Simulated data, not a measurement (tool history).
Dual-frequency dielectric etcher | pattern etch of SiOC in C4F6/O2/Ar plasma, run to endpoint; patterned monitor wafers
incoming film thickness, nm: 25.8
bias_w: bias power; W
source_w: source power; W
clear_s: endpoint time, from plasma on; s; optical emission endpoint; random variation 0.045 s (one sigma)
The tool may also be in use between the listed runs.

run 1 hour=0 | bias_w=590 source_w=350 | clear_s=8.5013
run 2 hour=3.2 | bias_w=542 source_w=350 | clear_s=8.9114
run 3 hour=11.1 | bias_w=486 source_w=350 | clear_s=9.2697
run 4 hour=12 | bias_w=486 source_w=290 | clear_s=9.9231
run 5 hour=19.5 | bias_w=568 source_w=300 | clear_s=9.1602
run 6 hour=22.9 | bias_w=503 source_w=300 | clear_s=9.6548
run 7 hour=26.9 | bias_w=579 source_w=310 | clear_s=9.0041
run 8 hour=32.7 | bias_w=635 source_w=320 | clear_s=8.4977
run 9 hour=34.4 | bias_w=673 source_w=320 | clear_s=8.2052
run 10 hour=36.7 | bias_w=700 source_w=320 | clear_s=8.1475
run 11 hour=42.1 | bias_w=727 source_w=320 | clear_s=8.0019

Run 12 comes next. What will it give?
run 12 hour=49.8 | bias_w=749 source_w=320 | clear_s=?

clear_s: 7.9143 s
